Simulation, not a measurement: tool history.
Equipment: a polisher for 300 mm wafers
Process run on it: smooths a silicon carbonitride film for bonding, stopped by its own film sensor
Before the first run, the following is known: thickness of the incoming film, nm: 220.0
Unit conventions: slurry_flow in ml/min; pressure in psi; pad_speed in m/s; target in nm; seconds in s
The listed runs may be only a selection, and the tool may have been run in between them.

{"run": 1, "hour": 0.0, "slurry_flow": 230, "pressure": 2.7, "pad_speed": 0.82, "slurry_solids": 1.0, "target": 207, "seconds": 49.551}
{"run": 2, "hour": 1.8, "slurry_flow": 230, "pressure": 2.7, "pad_speed": 0.82, "slurry_solids": 1.0, "target": 209, "seconds": 42.067}
{"run": 3, "hour": 3.5, "slurry_flow": 230, "pressure": 2.8, "pad_speed": 0.82, "slurry_solids": 1.0, "target": 209, "seconds": 41.081}
{"run": 4, "hour": 4.7, "slurry_flow": 230, "pressure": 3.4, "pad_speed": 0.82, "slurry_solids": 1.0, "target": 209, "seconds": 33.302}
{"run": 5, "hour": 11.3, "slurry_flow": 230, "pressure": 3.3, "pad_speed": 0.82, "slurry_solids": 1.0, "target": 209, "seconds": 35.009}
{"hour": 15.7, "done": "worn pad replaced by a new one"}
{"run": 6, "hour": 15.7, "slurry_flow": 230, "pressure": 3.3, "pad_speed": 0.82, "slurry_solids": 1.0, "target": 209, "seconds": 32.211}
{"run": 7, "hour": 23.7, "slurry_flow": 230, "pressure": 3.2, "pad_speed": 0.82, "slurry_solids": 1.0, "target": 209, "seconds": 32.544}
{"run": 8, "hour": 27.3, "slurry_flow": 230, "pressure": 3.1, "pad_speed": 0.82, "slurry_solids": 1.0, "target": 209, "seconds": 33.852}

Run 9, settings as shown, results not yet in. Your forecast:
{"run": 9, "hour": 29.5, "slurry_flow": 230, "pressure": 3.0, "pad_speed": 0.82, "slurry_solids": 1.0, "target": 209, "seconds": "?"}

Logged for run 9: seconds 35.873 s.
